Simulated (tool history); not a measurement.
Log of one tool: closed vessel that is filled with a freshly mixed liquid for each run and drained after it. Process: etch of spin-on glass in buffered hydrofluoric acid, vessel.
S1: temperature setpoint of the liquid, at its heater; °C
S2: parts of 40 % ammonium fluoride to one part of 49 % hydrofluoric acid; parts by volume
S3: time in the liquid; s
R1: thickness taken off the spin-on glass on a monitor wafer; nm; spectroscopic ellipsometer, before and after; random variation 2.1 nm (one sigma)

{"run": 1, "hour": 0.0, "S1": 20, "S2": 10.5, "S3": 30, "R1": 117.1}
{"run": 2, "hour": 5.2, "S1": 20, "S2": 10.5, "S3": 30, "R1": 115.49}
{"run": 3, "hour": 7.1, "S1": 22.5, "S2": 9.5, "S3": 30, "R1": 147.97}
{"run": 4, "hour": 16.2, "S1": 25, "S2": 9.5, "S3": 30, "R1": 166.8}
{"run": 5, "hour": 19.7, "S1": 25, "S2": 9.5, "S3": 30, "R1": 168.4}
{"run": 6, "hour": 21.2, "S1": 25, "S2": 8, "S3": 30, "R1": 194.06}
{"run": 7, "hour": 26.5, "S1": 26, "S2": 8, "S3": 30, "R1": 208.82}

What does the tool deliver on the next run?
{"run": 8, "hour": 35.6, "S1": 26.5, "S2": 8, "S3": 30, "R1": "?"}

{"run 8": {"R1": 210.33}}
